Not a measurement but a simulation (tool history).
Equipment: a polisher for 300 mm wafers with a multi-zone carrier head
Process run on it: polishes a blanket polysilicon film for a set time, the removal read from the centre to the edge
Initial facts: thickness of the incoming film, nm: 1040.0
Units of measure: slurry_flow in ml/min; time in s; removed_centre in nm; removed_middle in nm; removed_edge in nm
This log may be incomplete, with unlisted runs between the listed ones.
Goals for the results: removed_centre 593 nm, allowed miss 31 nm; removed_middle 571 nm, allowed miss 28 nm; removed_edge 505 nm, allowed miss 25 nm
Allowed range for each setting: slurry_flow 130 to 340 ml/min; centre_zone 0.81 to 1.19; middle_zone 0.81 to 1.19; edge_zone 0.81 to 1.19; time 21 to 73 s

run 1 hour=0 | slurry_flow=220 centre_zone=1 middle_zone=1 edge_zone=1 time=47 | removed_centre=369.53 removed_middle=387.85 removed_edge=401.82
run 2 hour=7.1 | slurry_flow=220 centre_zone=1.08 middle_zone=1 edge_zone=1 time=47 | removed_centre=413.03 removed_middle=378.23 removed_edge=399.95
run 3 hour=9.9 | slurry_flow=220 centre_zone=1.08 middle_zone=1 edge_zone=0.93 time=47 | removed_centre=420.5 removed_middle=370.88 removed_edge=391.5
run 4 hour=16.1 | slurry_flow=220 centre_zone=1.08 middle_zone=1 edge_zone=0.98 time=47 | removed_centre=405.37 removed_middle=375.55 removed_edge=386.37
run 5 hour=18.2 | slurry_flow=220 centre_zone=1.08 middle_zone=1 edge_zone=0.98 time=38 | removed_centre=335.67 removed_middle=301.25 removed_edge=310.42
run 6 hour=22.2 | slurry_flow=220 centre_zone=1.16 middle_zone=1 edge_zone=0.98 time=38 | removed_centre=368.87 removed_middle=307.64 removed_edge=324.96
run 7 hour=23.3 | slurry_flow=230 centre_zone=1.17 middle_zone=1.04 edge_zone=0.97 time=42 | removed_centre=408.54 removed_middle=356.7 removed_edge=346.67
run 8 hour=28.7 | slurry_flow=235 centre_zone=1.17 middle_zone=1.05 edge_zone=0.98 time=45 | removed_centre=429.47 removed_middle=380.77 removed_edge=372.66
run 9 hour=36.8 | slurry_flow=240 centre_zone=1.17 middle_zone=1.07 edge_zone=0.97 time=48 | removed_centre=461.96 removed_middle=413.05 removed_edge=405.52
run 10 hour=44.2 | slurry_flow=245 centre_zone=1.17 middle_zone=1.09 edge_zone=0.96 time=50 | removed_centre=487.36 removed_middle=445.41 removed_edge=435.43

Consider the 5 candidate settings below. Which is the only one whose results all fall within their allowed miss of target?
run A hour=51.6 | slurry_flow=245 centre_zone=1.19 middle_zone=1.08 edge_zone=0.96 time=60 | removed_centre=? removed_middle=? removed_edge=?
run B hour=51.6 | slurry_flow=245 centre_zone=1.16 middle_zone=1.19 edge_zone=0.96 time=54 | removed_centre=? removed_middle=? removed_edge=?
run C hour=51.6 | slurry_flow=225 centre_zone=1.18 middle_zone=1.19 edge_zone=0.89 time=61 | removed_centre=? removed_middle=? removed_edge=?
run D hour=51.6 | slurry_flow=245 centre_zone=1.19 middle_zone=1.12 edge_zone=0.99 time=58 | removed_centre=? removed_middle=? removed_edge=?
run E hour=51.6 | slurry_flow=235 centre_zone=0.97 middle_zone=0.94 edge_zone=1.03 time=65 | removed_centre=? removed_middle=? removed_edge=?

move=A removed_centre=602.18 removed_middle=524.79 removed_edge=508.97
move=B removed_centre=528.6 removed_middle=511.52 removed_edge=457.44
move=C removed_centre=594 removed_middle=566.47 removed_edge=496.77
move=D removed_centre=582.26 removed_middle=522.56 removed_edge=497.05
move=E removed_centre=524.84 removed_middle=504.36 removed_edge=562.42
A: closes in on the targets versus the last run, not all within tolerance yet
B: closes in on the targets versus the last run, not all within tolerance yet
C: meets every target
D: closes in on the targets versus the last run, not all within tolerance yet
E: closes in on the targets versus the last run, not all within tolerance yet
Move C is the one to make.
